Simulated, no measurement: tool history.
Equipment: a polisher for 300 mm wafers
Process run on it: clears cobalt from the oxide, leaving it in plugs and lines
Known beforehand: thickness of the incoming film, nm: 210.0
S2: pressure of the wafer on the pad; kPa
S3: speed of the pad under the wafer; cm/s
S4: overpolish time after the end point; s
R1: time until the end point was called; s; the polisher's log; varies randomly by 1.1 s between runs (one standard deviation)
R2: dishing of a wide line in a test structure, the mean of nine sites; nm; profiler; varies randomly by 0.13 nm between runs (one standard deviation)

run 1 hour=0 | flow_of_slurry_(ml/min)=285 S2=9.7 S3=128 S4=16 | R1=45.309 R2=37.126
run 2 hour=1.7 | flow_of_slurry_(ml/min)=285 S2=11 S3=128 S4=16 | R1=39.978 R2=38.699
run 3 hour=5.9 | flow_of_slurry_(ml/min)=285 S2=11 S3=128 S4=19 | R1=39.268 R2=41.515
run 4 hour=11.3 | flow_of_slurry_(ml/min)=265 S2=10.3 S3=118 S4=17 | R1=46.821 R2=38.745
run 5 hour=19.4 | flow_of_slurry_(ml/min)=265 S2=12.4 S3=118 S4=17 | R1=38.425 R2=40.143
run 6 hour=20.1 | flow_of_slurry_(ml/min)=265 S2=12.4 S3=96 S4=17 | R1=47.248 R2=38.064
run 7 hour=28.4 | flow_of_slurry_(ml/min)=295 S2=11.7 S3=92 S4=15 | R1=50.76 R2=35.081
run 8 hour=32.1 | flow_of_slurry_(ml/min)=320 S2=11 S3=86 S4=13 | R1=56.128 R2=30.87
run 9 hour=35.9 | flow_of_slurry_(ml/min)=340 S2=10.3 S3=82 S4=12 | R1=63.376 R2=27.422
run 10 hour=38.7 | flow_of_slurry_(ml/min)=355 S2=9.7 S3=86 S4=11 | R1=64.336 R2=25.961
run 11 hour=44.5 | flow_of_slurry_(ml/min)=370 S2=9 S3=88 S4=10 | R1=64.902 R2=23.479
run 12 hour=50.4 | flow_of_slurry_(ml/min)=445 S2=6.2 S3=104 S4=5 | R1=79.767 R2=11.761
run 13 hour=58.6 | flow_of_slurry_(ml/min)=440 S2=6.2 S3=106 S4=5 | R1=79.148 R2=11.953

Predict the results of run 14:
run 14 hour=60 | flow_of_slurry_(ml/min)=435 S2=6.2 S3=106 S4=5 | R1=? R2=?

Run 14 measured R1 79.308 s, R2 11.871 nm.

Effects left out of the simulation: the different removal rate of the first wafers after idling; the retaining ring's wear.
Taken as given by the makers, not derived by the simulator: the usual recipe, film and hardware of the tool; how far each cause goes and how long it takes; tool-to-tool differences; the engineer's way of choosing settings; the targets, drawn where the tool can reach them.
